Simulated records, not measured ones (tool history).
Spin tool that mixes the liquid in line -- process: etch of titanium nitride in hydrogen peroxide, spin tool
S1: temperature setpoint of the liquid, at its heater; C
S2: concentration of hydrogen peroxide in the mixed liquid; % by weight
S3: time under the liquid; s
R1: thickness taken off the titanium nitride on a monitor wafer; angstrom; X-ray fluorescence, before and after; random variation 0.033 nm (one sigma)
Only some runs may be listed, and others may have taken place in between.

run 1 hour=0.0 | S1=43.0 S2=25.5 S3=330 | R1=51.952
run 2 hour=7.9 | S1=40.5 S2=25.5 S3=330 | R1=42.220
run 3 hour=16.2 | S1=40.5 S2=28.5 S3=330 | R1=44.302
run 4 hour=17.4 | S1=38.5 S2=28.5 S3=330 | R1=37.302
run 5 hour=23.7 | S1=45.5 S2=28.5 S3=330 | R1=63.207
run 6 hour=28.6 | S1=52.5 S2=28.5 S3=330 | R1=105.050

Forecast run 7:
run 7 hour=33.2 | S1=48.0 S2=28.0 S3=330 | R1=?

{"run 7": {"R1": 75.463}}
